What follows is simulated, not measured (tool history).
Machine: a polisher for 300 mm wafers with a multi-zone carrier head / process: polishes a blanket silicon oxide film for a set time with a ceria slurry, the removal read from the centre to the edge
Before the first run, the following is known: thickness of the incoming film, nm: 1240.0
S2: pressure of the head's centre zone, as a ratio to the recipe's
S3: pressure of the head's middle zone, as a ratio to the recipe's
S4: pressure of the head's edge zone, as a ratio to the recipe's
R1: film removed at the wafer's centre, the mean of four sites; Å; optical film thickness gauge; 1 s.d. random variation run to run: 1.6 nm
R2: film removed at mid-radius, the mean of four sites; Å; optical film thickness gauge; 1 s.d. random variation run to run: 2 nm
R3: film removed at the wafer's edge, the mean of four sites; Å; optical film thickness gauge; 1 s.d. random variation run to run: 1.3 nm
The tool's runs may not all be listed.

{"run": 1, "hour": 0.0, "flow of slurry (ml/min)": 295, "S2": 1, "S3": 1, "S4": 1, "polishing time (s)": 50, "R1": 1848, "R2": 2009.9, "R3": 2002.5}
{"run": 2, "hour": 0.9, "flow of slurry (ml/min)": 295, "S2": 1.01, "S3": 0.99, "S4": 0.98, "polishing time (s)": 49, "R1": 1809.8, "R2": 1928.4, "R3": 1904.7}
{"run": 3, "hour": 5.2, "flow of slurry (ml/min)": 295, "S2": 0.93, "S3": 0.99, "S4": 0.98, "polishing time (s)": 49, "R1": 1692.2, "R2": 1952, "R3": 1926.5}
{"run": 4, "hour": 12.7, "flow of slurry (ml/min)": 295, "S2": 0.93, "S3": 0.99, "S4": 0.98, "polishing time (s)": 38, "R1": 1292.1, "R2": 1468, "R3": 1501.6}
{"run": 5, "hour": 15.0, "flow of slurry (ml/min)": 300, "S2": 0.96, "S3": 1, "S4": 0.99, "polishing time (s)": 38, "R1": 1352.2, "R2": 1484.4, "R3": 1489.5}
{"run": 6, "hour": 19.8, "flow of slurry (ml/min)": 300, "S2": 0.96, "S3": 0.97, "S4": 0.99, "polishing time (s)": 38, "R1": 1340.4, "R2": 1443.1, "R3": 1484.1}
{"run": 7, "hour": 24.1, "flow of slurry (ml/min)": 305, "S2": 0.98, "S3": 0.98, "S4": 1, "polishing time (s)": 38, "R1": 1367.9, "R2": 1457.9, "R3": 1517}

Expected results for the next run?
{"run": 8, "hour": 29.7, "flow of slurry (ml/min)": 310, "S2": 1, "S3": 1, "S4": 1.01, "polishing time (s)": 38, "R1": "?", "R2": "?", "R3": "?"}

{"run 8": {"R1": 1402.6, "R2": 1511.6, "R3": 1542.2}}

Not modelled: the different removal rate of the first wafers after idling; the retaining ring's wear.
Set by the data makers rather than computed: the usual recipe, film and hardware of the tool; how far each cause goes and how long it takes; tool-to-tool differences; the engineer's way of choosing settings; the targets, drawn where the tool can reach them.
